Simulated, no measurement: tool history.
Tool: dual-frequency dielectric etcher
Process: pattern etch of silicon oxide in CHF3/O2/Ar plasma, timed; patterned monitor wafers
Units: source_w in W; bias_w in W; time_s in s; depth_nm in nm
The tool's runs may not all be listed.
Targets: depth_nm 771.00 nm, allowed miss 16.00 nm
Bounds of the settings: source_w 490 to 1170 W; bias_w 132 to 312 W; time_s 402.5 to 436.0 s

run  hour  source_w  bias_w  time_s  depth_nm
  1   0.0       830     222   436.0   1038.90
  2   5.8       770     204   431.5    932.20
  3   8.7       720     203   431.5    914.11
  4  17.5       680     199   431.0    891.10
  5  20.8       680     183   431.0    843.34
  6  26.2       650     182   431.0    825.33
  7  32.9       630     181   431.0    819.80
  8  34.7       610     180   431.0    804.50
  9  38.7       530     176   430.5    738.05
 10  41.8       540     176   430.5    745.90

Which of these 4 next moves meets every target?
  A  44.9       490     206   402.5         ?
  B  44.9       620     156   425.5         ?
  C  44.9       510     159   436.0         ?
  D  44.9       530     181   436.0         ?

move  depth_nm
   A    733.89
   B    729.92
   C    695.98
   D    763.87
A: further off than the last run
B: further off than the last run
C: further off than the last run
D: meets every target
Move D is the one to make.
